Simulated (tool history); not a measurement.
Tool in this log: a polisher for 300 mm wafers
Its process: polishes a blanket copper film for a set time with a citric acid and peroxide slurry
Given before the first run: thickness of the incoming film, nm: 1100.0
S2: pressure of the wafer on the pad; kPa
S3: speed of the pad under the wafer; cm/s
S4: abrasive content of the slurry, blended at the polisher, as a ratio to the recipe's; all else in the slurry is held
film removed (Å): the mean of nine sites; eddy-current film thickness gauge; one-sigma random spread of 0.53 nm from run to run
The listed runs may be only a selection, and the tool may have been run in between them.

run 1 hour=0.0 | flow_of_slurry_(ml/min)=165 S2=13.8 S3=114 S4=1.0 polishing_time_(s)=29 | film_removed_(Å)=595.90
run 2 hour=0.9 | flow_of_slurry_(ml/min)=165 S2=13.1 S3=114 S4=1.0 polishing_time_(s)=29 | film_removed_(Å)=585.83
run 3 hour=8.9 | flow_of_slurry_(ml/min)=165 S2=14.5 S3=114 S4=1.0 polishing_time_(s)=29 | film_removed_(Å)=621.65
run 4 hour=15.8 | flow_of_slurry_(ml/min)=165 S2=13.8 S3=114 S4=1.0 polishing_time_(s)=29 | film_removed_(Å)=593.66
run 5 hour=19.6 | flow_of_slurry_(ml/min)=165 S2=16.5 S3=114 S4=1.0 polishing_time_(s)=29 | film_removed_(Å)=681.98
run 6 hour=20.3 | flow_of_slurry_(ml/min)=190 S2=16.5 S3=114 S4=1.0 polishing_time_(s)=29 | film_removed_(Å)=722.48
run 7 hour=26.6 | flow_of_slurry_(ml/min)=185 S2=15.9 S3=114 S4=1.0 polishing_time_(s)=29 | film_removed_(Å)=674.53

For run 8, what comes out?
run 8 hour=27.2 | flow_of_slurry_(ml/min)=185 S2=15.2 S3=114 S4=1.0 polishing_time_(s)=29 | film_removed_(Å)=?

film removed (Å): 660.40

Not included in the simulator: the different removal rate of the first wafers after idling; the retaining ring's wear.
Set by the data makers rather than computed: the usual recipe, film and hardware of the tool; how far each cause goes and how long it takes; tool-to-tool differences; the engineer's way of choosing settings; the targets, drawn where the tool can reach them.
